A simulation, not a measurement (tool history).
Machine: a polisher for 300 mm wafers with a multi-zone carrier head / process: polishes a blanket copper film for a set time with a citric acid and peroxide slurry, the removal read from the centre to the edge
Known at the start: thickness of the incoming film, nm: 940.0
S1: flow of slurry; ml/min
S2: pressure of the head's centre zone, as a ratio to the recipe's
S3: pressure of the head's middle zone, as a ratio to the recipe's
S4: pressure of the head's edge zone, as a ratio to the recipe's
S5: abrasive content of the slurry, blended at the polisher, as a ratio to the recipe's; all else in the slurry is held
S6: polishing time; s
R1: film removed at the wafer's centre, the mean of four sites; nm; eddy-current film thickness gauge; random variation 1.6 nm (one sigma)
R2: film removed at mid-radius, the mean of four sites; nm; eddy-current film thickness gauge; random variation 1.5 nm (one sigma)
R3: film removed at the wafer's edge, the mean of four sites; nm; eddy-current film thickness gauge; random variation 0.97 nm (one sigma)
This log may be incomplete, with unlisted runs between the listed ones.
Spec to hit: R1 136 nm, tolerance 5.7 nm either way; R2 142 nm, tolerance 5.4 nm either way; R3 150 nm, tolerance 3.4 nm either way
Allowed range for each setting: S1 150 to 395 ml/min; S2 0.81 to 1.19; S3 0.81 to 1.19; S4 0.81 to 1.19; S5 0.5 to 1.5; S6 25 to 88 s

| run | hour | S1 | S2 | S3 | S4 | S5 | S6 | R1 | R2 | R3 |
|---|---|---|---|---|---|---|---|---|---|---|
| 1 | 0 | 250 | 1 | 1 | 1 | 1 | 56 | 113.49 | 114.77 | 112.69 |
| 2 | 7.6 | 260 | 0.99 | 1 | 1.06 | 1.15 | 57 | 121.97 | 122.47 | 124.25 |
| 3 | 11 | 310 | 0.99 | 1 | 1.06 | 1.15 | 57 | 119.42 | 122.94 | 125.39 |
| 4 | 19.7 | 310 | 0.99 | 1 | 1.06 | 1.3 | 57 | 129.68 | 128.07 | 128.89 |
| 5 | 20.9 | 315 | 0.97 | 1.01 | 1.1 | 1.35 | 58 | 126.27 | 132.44 | 135.88 |
| 6 | 25.1 | 315 | 0.97 | 1.01 | 1.04 | 1.35 | 58 | 128.03 | 131.63 | 130.95 |
| 7 | 26.4 | 315 | 0.97 | 1.01 | 1.04 | 1.35 | 58 | 128.5 | 132.23 | 130.94 |
| 8 | 28.4 | 320 | 0.97 | 1.01 | 1.08 | 1.4 | 58 | 131.18 | 133.5 | 134.36 |

4 next moves are on the table. One of them brings every result within its allowed miss. Which?
| A | 30.4 | 395 | 0.87 | 0.84 | 1.09 | 1.1 | 70 | ? | ? | ? |
| B | 30.4 | 340 | 0.94 | 0.98 | 1.14 | 1.05 | 67 | ? | ? | ? |
| C | 30.4 | 320 | 1.12 | 1.17 | 1 | 1.5 | 50 | ? | ? | ? |
| D | 30.4 | 380 | 1.04 | 0.83 | 0.99 | 1.5 | 55 | ? | ? | ? |

| move | R1 | R2 | R3 |
|---|---|---|---|
| A | 141.26 | 142.22 | 154.36 |
| B | 139.37 | 142.19 | 147.96 |
| C | 127.72 | 124.76 | 111.83 |
| D | 135.07 | 119.18 | 124.13 |
A: the result that was furthest off in the last run now lies on the other side of its target
B: meets every target
C: further off than the last run
D: further off than the last run
Move B is the one to make.
